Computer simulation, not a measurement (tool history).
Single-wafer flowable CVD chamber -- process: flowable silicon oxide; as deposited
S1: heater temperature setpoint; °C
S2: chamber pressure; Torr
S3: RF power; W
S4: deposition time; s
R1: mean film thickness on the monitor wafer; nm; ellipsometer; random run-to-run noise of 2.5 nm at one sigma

| run | hour | S1 | S2 | S3 | S4 | R1 |
|---|---|---|---|---|---|---|
| 1 | 0.0 | 95 | 0.839 | 2425 | 779 | 570.03 |
| 2 | 4.4 | 95 | 0.839 | 2165 | 779 | 557.32 |
| 3 | 7.4 | 95 | 0.839 | 2165 | 779 | 559.45 |
| 4 | 16.4 | 95 | 0.839 | 2515 | 779 | 578.67 |
| 5 | 25.1 | 95 | 0.737 | 2515 | 779 | 522.02 |
| 6 | 31.5 | 91 | 0.737 | 2515 | 779 | 605.43 |
| 7 | 36.3 | 88 | 0.739 | 2515 | 779 | 681.12 |

Run 8 comes next. What will it give?
| 8 | 40.0 | 86 | 0.740 | 2515 | 779 | ? |

{"run 8": {"R1": 728.85}}
